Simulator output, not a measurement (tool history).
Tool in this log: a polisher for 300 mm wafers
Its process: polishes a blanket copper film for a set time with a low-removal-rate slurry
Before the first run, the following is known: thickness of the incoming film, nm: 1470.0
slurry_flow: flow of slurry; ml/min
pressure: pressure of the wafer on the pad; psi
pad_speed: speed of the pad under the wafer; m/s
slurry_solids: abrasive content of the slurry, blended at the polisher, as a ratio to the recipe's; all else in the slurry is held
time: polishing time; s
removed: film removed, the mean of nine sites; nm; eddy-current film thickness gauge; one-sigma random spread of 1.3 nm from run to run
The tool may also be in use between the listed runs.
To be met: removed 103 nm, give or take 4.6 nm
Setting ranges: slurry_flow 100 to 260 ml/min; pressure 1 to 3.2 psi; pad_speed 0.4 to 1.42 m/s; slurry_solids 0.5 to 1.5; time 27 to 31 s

| run | day | slurry_flow | pressure | pad_speed | slurry_solids | time | removed |
|---|---|---|---|---|---|---|---|
| 1 | 0 | 165 | 2.1 | 0.9 | 1 | 31 | 62.867 |
| 2 | 0.371 | 165 | 2.3 | 0.9 | 1 | 31 | 69.225 |
| 3 | 0.458 | 165 | 2.3 | 0.9 | 1.15 | 31 | 70.985 |
| 4 | 0.542 | 165 | 2.8 | 0.9 | 1.15 | 31 | 83.702 |
| 5 | 0.804 | 165 | 2.8 | 0.9 | 1.15 | 27 | 72.991 |
| 6 | 1.129 | 165 | 2.9 | 0.94 | 1.15 | 27 | 77.535 |
| 7 | 1.471 | 165 | 3 | 1 | 1.15 | 27 | 86.577 |
| 8 | 1.625 | 165 | 3 | 1.02 | 1.15 | 27 | 87.017 |
| 9 | 1.925 | 165 | 3 | 1.04 | 1.15 | 27 | 88.257 |
| 10 | 2.233 | 165 | 3 | 1.06 | 1.15 | 27 | 89.222 |
| 11 | 2.571 | 165 | 3 | 1.08 | 1.15 | 27 | 92.016 |

5 candidate next runs follow, results not yet known. Just one meets every target within its allowed miss. Identify it.
| A | 2.908 | 155 | 3.1 | 1.12 | 1.25 | 31 | ? |
| B | 2.908 | 130 | 3.1 | 1.02 | 0.8 | 28 | ? |
| C | 2.908 | 190 | 3.1 | 1.14 | 1.25 | 30 | ? |
| D | 2.908 | 170 | 3.1 | 1.08 | 1.1 | 30 | ? |
| E | 2.908 | 155 | 2.9 | 1.04 | 1.25 | 28 | ? |

| move | removed |
|---|---|
| A | 115.8 |
| B | 83.405 |
| C | 117.02 |
| D | 106.14 |
| E | 91.934 |
A: takes the result that was furthest off past its target
B: its largest miss is bigger than the last run's
C: takes the result that was furthest off past its target
D: every result lands within tolerance
E: roughly where the last run was
D is the move that brings every result within its allowed miss.

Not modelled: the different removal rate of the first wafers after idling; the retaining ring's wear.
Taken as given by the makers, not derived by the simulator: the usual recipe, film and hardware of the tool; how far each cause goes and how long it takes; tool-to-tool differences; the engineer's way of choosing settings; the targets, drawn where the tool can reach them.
